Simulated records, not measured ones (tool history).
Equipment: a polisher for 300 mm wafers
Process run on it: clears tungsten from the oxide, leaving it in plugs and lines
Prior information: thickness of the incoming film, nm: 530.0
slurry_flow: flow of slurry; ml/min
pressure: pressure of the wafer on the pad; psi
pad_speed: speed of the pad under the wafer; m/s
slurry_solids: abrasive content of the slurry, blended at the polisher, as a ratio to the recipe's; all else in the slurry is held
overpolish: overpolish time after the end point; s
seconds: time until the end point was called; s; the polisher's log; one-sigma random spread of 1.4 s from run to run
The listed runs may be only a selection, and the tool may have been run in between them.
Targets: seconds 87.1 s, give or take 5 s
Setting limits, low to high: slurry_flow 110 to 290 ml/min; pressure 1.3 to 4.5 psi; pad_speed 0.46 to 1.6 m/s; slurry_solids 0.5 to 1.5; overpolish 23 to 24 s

| run | hour | slurry_flow | pressure | pad_speed | slurry_solids | overpolish | seconds |
|---|---|---|---|---|---|---|---|
| 1 | 0 | 185 | 2.9 | 1.02 | 1 | 23 | 150.25 |
| 2 | 7.8 | 185 | 2.9 | 1.02 | 0.85 | 23 | 155.37 |
| 3 | 9.9 | 185 | 2.9 | 1.02 | 0.85 | 23 | 151.13 |
| 4 | 12.2 | 140 | 2.9 | 1.02 | 0.85 | 23 | 158.02 |
| 5 | 15.8 | 140 | 2.9 | 0.76 | 0.85 | 23 | 211.58 |
| 6 | 21.6 | 140 | 2.9 | 0.54 | 0.85 | 23 | 299.22 |
| 7 | 28.7 | 140 | 3.2 | 0.64 | 0.85 | 23 | 236.14 |
| 8 | 30.2 | 140 | 3.4 | 0.72 | 0.85 | 23 | 197.68 |
| 9 | 36.8 | 150 | 4.2 | 1 | 0.9 | 23 | 119.57 |
| 10 | 43.2 | 150 | 4.3 | 1.04 | 0.9 | 23 | 114.28 |
| 11 | 51.8 | 150 | 4.3 | 1.08 | 0.9 | 23 | 109.96 |
| 12 | 54.6 | 150 | 4.3 | 1.1 | 0.9 | 23 | 104.06 |
| 13 | 55.6 | 150 | 4.3 | 1.12 | 0.9 | 23 | 104.18 |
| 14 | 62.7 | 150 | 4.3 | 1.14 | 0.9 | 23 | 103.26 |

Consider the 4 candidate settings below. Which is the only one whose results all fall within their allowed miss of target?
| A | 69.8 | 150 | 4.2 | 1.04 | 0.8 | 23 | ? |
| B | 69.8 | 195 | 4.3 | 1.38 | 0.75 | 24 | ? |
| C | 69.8 | 160 | 3.6 | 1.06 | 0.9 | 23 | ? |
| D | 69.8 | 115 | 3.7 | 0.98 | 0.9 | 24 | ? |

| move | seconds |
|---|---|
| A | 119.79 |
| B | 88.055 |
| C | 125.64 |
| D | 140.95 |
A: its largest miss is bigger than the last run's
B: every result within its allowed miss
C: its largest miss is bigger than the last run's
D: its largest miss is bigger than the last run's
So the answer is move B, the one that meets all the targets.
